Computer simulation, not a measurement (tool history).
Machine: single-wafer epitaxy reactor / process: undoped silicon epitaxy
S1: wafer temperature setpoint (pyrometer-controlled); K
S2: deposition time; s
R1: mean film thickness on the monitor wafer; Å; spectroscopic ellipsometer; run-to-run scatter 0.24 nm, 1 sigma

| run | hour | S1 | S2 | R1 |
|---|---|---|---|---|
| 1 | 0 | 923.15 | 268 | 418.78 |
| 2 | 5.8 | 929.15 | 268 | 470.35 |
| 3 | 9.9 | 931.15 | 268 | 487.81 |
| 4 | 13.4 | 933.15 | 268 | 509.25 |
| 5 | 16.6 | 934.15 | 268 | 518.38 |
| 6 | 23.8 | 935.15 | 268 | 533.01 |
| 7 | 24.6 | 936.15 | 268 | 540.08 |
| 8 | 32.6 | 937.15 | 268 | 546.43 |

Run 9 comes next. What will it give?
| 9 | 37.4 | 937.15 | 268 | ? |

{"run 9": {"R1": 546.95}}
